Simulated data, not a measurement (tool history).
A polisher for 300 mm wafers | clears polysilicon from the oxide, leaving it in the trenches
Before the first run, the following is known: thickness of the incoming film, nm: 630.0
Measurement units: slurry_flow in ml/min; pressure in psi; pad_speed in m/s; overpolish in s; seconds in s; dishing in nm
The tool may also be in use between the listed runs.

run,hour,slurry_flow,pressure,pad_speed,overpolish,seconds,dishing
1,0.0,190,2.0,0.94,12,74.304,32.748
2,7.8,190,2.0,0.94,9,73.150,29.729
3,14.5,170,2.0,0.94,9,74.771,30.211
4,17.8,170,1.6,0.94,9,93.547,27.407
5,26.4,170,1.5,0.94,10,99.431,28.031
6,27.1,170,1.4,0.94,10,105.960,27.418
7,33.5,170,1.3,0.94,10,113.150,26.675

What will run 8 give?
8,38.3,165,1.1,0.94,12,?,?

{"run 8": {"seconds": 132.67, "dishing": 26.921}}

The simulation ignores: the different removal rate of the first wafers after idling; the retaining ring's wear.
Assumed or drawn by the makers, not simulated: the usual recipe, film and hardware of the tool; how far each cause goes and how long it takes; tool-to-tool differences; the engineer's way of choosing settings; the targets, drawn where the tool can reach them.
